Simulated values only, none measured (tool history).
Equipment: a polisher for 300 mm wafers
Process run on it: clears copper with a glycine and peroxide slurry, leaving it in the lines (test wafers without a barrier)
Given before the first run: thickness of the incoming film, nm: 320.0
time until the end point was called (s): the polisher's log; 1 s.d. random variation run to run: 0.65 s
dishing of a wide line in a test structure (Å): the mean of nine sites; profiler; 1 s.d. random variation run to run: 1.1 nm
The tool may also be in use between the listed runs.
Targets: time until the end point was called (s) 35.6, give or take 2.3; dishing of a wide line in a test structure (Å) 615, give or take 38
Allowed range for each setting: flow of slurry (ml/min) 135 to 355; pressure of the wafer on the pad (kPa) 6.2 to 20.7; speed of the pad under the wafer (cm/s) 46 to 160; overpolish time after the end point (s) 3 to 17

run,day,flow of slurry (ml/min),pressure of the wafer on the pad (kPa),speed of the pad under the wafer (cm/s),overpolish time after the end point (s),time until the end point was called (s),dishing of a wide line in a test structure (Å)
1,0,225,13.1,102,9,61.046,314.74
2,0.067,225,13.8,104,9,58.802,328.36
3,0.367,225,14.5,106,9,57.111,347.57
4,0.596,225,14.5,128,9,47.646,390.65
5,0.917,225,14.5,144,9,42.806,418.34
6,0.962,225,14.5,144,6,43.754,303.44
7,1.088,225,14.5,144,7,45.077,339.39
8,1.329,225,15.2,144,7,42.178,345.96
9,1.4,225,16.5,146,10,38.509,493.53
10,1.471,225,17.2,148,11,38.352,540.67

Which of these 4 next moves meets every target?
A,1.542,215,17.2,142,10,?,?
B,1.542,215,17.9,154,12,?,?
C,1.542,250,16.5,144,11,?,?
D,1.542,245,20,148,7,?,?

move,time until the end point was called (s),dishing of a wide line in a test structure (Å)
A,39.926,508.86
B,36.192,628.39
C,40.075,544.42
D,34.124,436.64
A: further off than the last run
B: meets every target
C: just as far off the targets as the last run
D: further off than the last run
Move B is the one to make.
